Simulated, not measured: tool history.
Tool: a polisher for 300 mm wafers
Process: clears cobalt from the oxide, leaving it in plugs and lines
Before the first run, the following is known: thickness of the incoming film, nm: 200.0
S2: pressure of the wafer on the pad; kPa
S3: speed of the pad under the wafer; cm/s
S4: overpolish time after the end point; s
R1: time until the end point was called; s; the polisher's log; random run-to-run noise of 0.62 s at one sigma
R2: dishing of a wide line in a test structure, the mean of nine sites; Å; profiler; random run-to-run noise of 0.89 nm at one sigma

run 1 hour=0 | flow_of_slurry_(ml/min)=220 S2=15.9 S3=84 S4=28 | R1=48.677 R2=407.95
run 2 hour=2.4 | flow_of_slurry_(ml/min)=220 S2=15.9 S3=84 S4=20 | R1=50.264 R2=368.27
run 3 hour=7.1 | flow_of_slurry_(ml/min)=185 S2=15.9 S3=84 S4=20 | R1=48.441 R2=358.83
run 4 hour=8.8 | flow_of_slurry_(ml/min)=190 S2=15.9 S3=84 S4=22 | R1=50.887 R2=383.07
run 5 hour=13 | flow_of_slurry_(ml/min)=190 S2=15.9 S3=84 S4=23 | R1=51.688 R2=390.66
run 6 hour=21.6 | flow_of_slurry_(ml/min)=195 S2=15.9 S3=84 S4=24 | R1=50.078 R2=397.22

For run 7, what comes out?
run 7 hour=29.2 | flow_of_slurry_(ml/min)=195 S2=15.9 S3=84 S4=25 | R1=? R2=?

{"run 7": {"R1": 51.514, "R2": 401.44}}

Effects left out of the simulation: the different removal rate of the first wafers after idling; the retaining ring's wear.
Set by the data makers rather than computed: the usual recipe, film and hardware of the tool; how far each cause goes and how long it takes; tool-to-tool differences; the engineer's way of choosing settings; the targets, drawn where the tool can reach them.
